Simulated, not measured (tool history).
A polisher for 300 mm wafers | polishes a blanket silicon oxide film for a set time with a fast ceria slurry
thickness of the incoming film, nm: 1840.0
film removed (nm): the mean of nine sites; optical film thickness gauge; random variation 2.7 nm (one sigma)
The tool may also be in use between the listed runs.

run	hour	flow of slurry (ml/min)	pressure of the wafer on the pad (psi)	speed of the pad under the wafer (m/s)	polishing time (s)	film removed (nm)
1	0	320	3	1.24	21	533.64
2	7.9	320	2.7	1.24	21	476.6
3	11.2	320	2.5	1.24	21	448.87
4	19.7	320	3.2	1.24	21	567.71
5	28.5	320	2.9	1.24	21	514.16
6	32.7	320	2.7	1.24	21	484.25
7	37.6	320	2.5	1.24	21	450.15
8	44.2	315	1.9	1.24	21	349.18
9	49.7	325	1.9	1.24	21	342.02

Forecast run 10:
10	54.8	325	2	1.24	21	?

Run 10 gave film removed (nm) 359.28.

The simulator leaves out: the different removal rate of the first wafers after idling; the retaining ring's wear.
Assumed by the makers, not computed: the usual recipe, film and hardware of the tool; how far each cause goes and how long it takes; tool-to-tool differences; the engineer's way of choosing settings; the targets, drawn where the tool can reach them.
